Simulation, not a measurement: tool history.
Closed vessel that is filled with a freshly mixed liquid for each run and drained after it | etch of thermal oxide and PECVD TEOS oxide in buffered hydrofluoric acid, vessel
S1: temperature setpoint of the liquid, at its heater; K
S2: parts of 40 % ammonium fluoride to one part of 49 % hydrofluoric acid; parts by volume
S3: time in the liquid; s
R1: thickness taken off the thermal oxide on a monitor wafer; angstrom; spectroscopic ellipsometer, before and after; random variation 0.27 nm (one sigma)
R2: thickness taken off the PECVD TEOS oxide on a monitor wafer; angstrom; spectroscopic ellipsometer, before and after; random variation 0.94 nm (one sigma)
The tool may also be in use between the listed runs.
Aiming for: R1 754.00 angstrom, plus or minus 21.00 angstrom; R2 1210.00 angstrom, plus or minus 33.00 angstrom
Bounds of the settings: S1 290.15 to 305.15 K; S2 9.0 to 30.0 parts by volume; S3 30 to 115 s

run	hour	S1	S2	S3	R1	R2
1	0.0	297.15	24.0	60	328.91	530.27
2	6.4	297.15	24.0	45	248.59	396.55
3	11.3	297.15	28.0	45	224.95	359.12
4	12.2	297.15	30.0	45	210.78	339.93
5	18.6	297.15	27.5	45	225.63	360.31
6	22.1	298.65	27.5	45	244.26	392.09
7	25.5	300.65	21.0	50	363.70	581.86
8	27.8	302.15	17.0	55	527.66	849.08
9	35.5	303.15	15.5	55	612.68	986.80
10	41.8	303.65	15.0	55	641.98	1021.70
11	44.3	304.15	14.5	55	684.69	1095.50
12	51.9	305.15	13.0	55	803.54	1286.70
13	53.7	304.65	13.0	55	782.05	1249.70

5 next moves are on the table. One of them brings every result within its allowed miss. Which?
A	55.5	301.65	12.0	60	?	?
B	55.5	305.15	11.5	50	?	?
C	55.5	303.15	16.0	70	?	?
D	55.5	305.15	9.0	35	?	?
E	55.5	305.15	10.5	45	?	?

move	R1	R2
A	789.31	1258.90
B	823.65	1313.70
C	752.11	1199.60
D	705.56	1125.30
E	809.87	1291.70
A: misses by more than the last run did
B: misses by more than the last run did
C: in spec on every target
D: carries the result that was furthest off beyond its target, to the other side
E: misses by more than the last run did
The move that meets every target is C.
